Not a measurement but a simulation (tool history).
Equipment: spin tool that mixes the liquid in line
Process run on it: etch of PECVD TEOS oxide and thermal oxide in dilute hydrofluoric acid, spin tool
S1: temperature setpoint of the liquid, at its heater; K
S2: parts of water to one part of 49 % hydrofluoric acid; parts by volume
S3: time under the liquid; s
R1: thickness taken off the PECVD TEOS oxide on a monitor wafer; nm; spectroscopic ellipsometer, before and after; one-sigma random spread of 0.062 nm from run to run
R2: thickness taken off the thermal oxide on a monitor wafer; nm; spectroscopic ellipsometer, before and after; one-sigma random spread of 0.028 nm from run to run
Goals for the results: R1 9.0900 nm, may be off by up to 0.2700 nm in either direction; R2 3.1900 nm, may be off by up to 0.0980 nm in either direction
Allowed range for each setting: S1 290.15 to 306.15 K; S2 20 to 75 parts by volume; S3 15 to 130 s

run	hour	S1	S2	S3	R1	R2
1	0.0	298.15	45	65	23.3140	8.1923
2	4.6	295.15	45	65	20.7400	7.1613
3	9.7	294.15	50	65	17.3560	6.1928
4	14.3	293.15	55	65	15.2410	5.2769
5	21.9	293.15	65	65	12.6710	4.5024
6	27.7	293.15	55	65	15.3080	5.3458
7	32.5	292.15	60	65	13.4620	4.6308
8	41.0	292.15	65	65	12.3180	4.2804
9	43.3	291.65	70	65	11.1270	3.8868

Exactly one of the 4 candidate moves below puts every result within its allowed miss. Which one?
A	45.6	290.65	75	60	?	?
B	45.6	294.15	70	45	?	?
C	45.6	293.15	75	50	?	?
D	45.6	291.15	75	55	?	?

move	R1	R2
A	8.9686	3.2036
B	8.3987	3.0000
C	8.3053	2.9667
D	8.3980	2.9998
A: all results land within tolerance of their targets
B: takes the biggest miss from the last run beyond its target
C: takes the biggest miss from the last run beyond its target
D: takes the biggest miss from the last run beyond its target
So the answer is move A, the one that meets all the targets.
